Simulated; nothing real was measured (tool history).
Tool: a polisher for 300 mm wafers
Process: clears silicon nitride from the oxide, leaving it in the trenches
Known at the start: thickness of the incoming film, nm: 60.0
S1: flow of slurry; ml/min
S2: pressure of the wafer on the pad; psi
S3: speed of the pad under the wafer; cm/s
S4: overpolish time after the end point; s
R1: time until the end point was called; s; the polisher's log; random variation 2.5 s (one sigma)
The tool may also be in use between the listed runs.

run	hour	S1	S2	S3	S4	R1
1	0.0	275	1.8	110	6	107.96
2	8.5	275	1.6	110	6	121.71
3	11.5	230	1.6	110	6	125.47
4	20.3	230	1.5	110	6	134.10
5	27.6	230	1.4	110	6	142.20
6	35.2	230	1.7	110	6	117.65
7	41.7	230	1.6	110	6	123.88

Run 8 comes next. What will it give?
8	49.5	230	1.1	106	6	?

{"run 8": {"R1": 189.36}}
